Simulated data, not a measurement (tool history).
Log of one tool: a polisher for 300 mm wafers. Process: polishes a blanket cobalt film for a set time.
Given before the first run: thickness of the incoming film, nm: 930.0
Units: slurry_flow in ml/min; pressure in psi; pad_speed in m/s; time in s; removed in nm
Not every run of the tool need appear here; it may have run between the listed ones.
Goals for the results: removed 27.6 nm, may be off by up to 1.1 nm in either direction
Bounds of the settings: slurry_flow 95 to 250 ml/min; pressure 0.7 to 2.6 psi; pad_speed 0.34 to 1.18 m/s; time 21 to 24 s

Run 1, hour 0: slurry_flow 160 ml/min, pressure 1.6 psi, pad_speed 0.76 m/s, time 24 s. Result: removed 63.465 nm.
Run 2, hour 2.4: slurry_flow 160 ml/min, pressure 1.5 psi, pad_speed 0.74 m/s, time 24 s. Result: removed 58.73 nm.
Run 3, hour 11.4: slurry_flow 175 ml/min, pressure 1.5 psi, pad_speed 0.74 m/s, time 24 s. Result: removed 60.276 nm.
Run 4, hour 14.3: slurry_flow 175 ml/min, pressure 1.5 psi, pad_speed 0.66 m/s, time 24 s. Result: removed 53.554 nm.
Run 5, hour 14.9: slurry_flow 175 ml/min, pressure 1.5 psi, pad_speed 0.8 m/s, time 24 s. Result: removed 64.01 nm.
Run 6, hour 18.3: slurry_flow 215 ml/min, pressure 1.5 psi, pad_speed 0.8 m/s, time 24 s. Result: removed 67.541 nm.
Run 7, hour 24.2: slurry_flow 210 ml/min, pressure 1.4 psi, pad_speed 0.76 m/s, time 24 s. Result: removed 59.311 nm.
Run 8, hour 30.1: slurry_flow 210 ml/min, pressure 1.3 psi, pad_speed 0.72 m/s, time 24 s. Result: removed 52.01 nm.
Run 9, hour 36.8: slurry_flow 210 ml/min, pressure 1.2 psi, pad_speed 0.7 m/s, time 24 s. Result: removed 47.332 nm.

Which one of the following 4 next-run settings gets every result inside its allowed miss? There is exactly one.
Run A, hour 43.5: slurry_flow 230 ml/min, pressure 1.2 psi, pad_speed 0.46 m/s, time 21 s. Result: removed ?.
Run B, hour 43.5: slurry_flow 225 ml/min, pressure 1.3 psi, pad_speed 0.38 m/s, time 21 s. Result: removed ?.
Run C, hour 43.5: slurry_flow 195 ml/min, pressure 0.8 psi, pad_speed 0.64 m/s, time 21 s. Result: removed ?.
Run D, hour 43.5: slurry_flow 160 ml/min, pressure 0.9 psi, pad_speed 0.72 m/s, time 21 s. Result: removed ?.

move  removed
   A   27.346
   B   24.582
   C   24.966
   D   30.292
A: each result inside its tolerance
B: carries the result that was furthest off beyond its target, to the other side
C: carries the result that was furthest off beyond its target, to the other side
D: closes in on the targets versus the last run, not all within tolerance yet
Answer: A

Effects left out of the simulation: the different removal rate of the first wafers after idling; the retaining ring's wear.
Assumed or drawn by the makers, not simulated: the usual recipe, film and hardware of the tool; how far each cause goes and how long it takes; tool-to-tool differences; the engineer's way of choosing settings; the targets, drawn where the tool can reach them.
